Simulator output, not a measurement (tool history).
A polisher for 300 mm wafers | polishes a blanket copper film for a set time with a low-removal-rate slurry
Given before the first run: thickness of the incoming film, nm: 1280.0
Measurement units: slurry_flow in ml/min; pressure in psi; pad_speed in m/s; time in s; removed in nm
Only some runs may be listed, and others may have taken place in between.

{"run": 1, "day": 0.0, "slurry_flow": 300, "pressure": 2.6, "pad_speed": 1.32, "slurry_solids": 1.0, "time": 41, "removed": 118.37}
{"run": 2, "day": 0.3, "slurry_flow": 300, "pressure": 2.9, "pad_speed": 1.34, "slurry_solids": 1.0, "time": 41, "removed": 130.4}
{"run": 3, "day": 0.558, "slurry_flow": 300, "pressure": 3.1, "pad_speed": 1.38, "slurry_solids": 1.0, "time": 41, "removed": 142.26}
{"run": 4, "day": 0.696, "slurry_flow": 300, "pressure": 3.3, "pad_speed": 1.4, "slurry_solids": 1.0, "time": 41, "removed": 157.08}
{"run": 5, "day": 1.017, "slurry_flow": 300, "pressure": 3.4, "pad_speed": 1.4, "slurry_solids": 1.0, "time": 41, "removed": 158.78}
{"run": 6, "day": 1.375, "slurry_flow": 300, "pressure": 3.5, "pad_speed": 1.42, "slurry_solids": 1.0, "time": 41, "removed": 169.43}
{"run": 7, "day": 1.621, "slurry_flow": 300, "pressure": 3.5, "pad_speed": 1.42, "slurry_solids": 1.0, "time": 41, "removed": 164.3}
{"run": 8, "day": 1.858, "slurry_flow": 300, "pressure": 3.6, "pad_speed": 1.44, "slurry_solids": 1.0, "time": 41, "removed": 171.57}

Estimate the outcome of run 9 from the log above:
{"run": 9, "day": 1.95, "slurry_flow": 300, "pressure": 3.7, "pad_speed": 1.46, "slurry_solids": 1.0, "time": 41, "removed": "?"}

removed: 179.99 nm

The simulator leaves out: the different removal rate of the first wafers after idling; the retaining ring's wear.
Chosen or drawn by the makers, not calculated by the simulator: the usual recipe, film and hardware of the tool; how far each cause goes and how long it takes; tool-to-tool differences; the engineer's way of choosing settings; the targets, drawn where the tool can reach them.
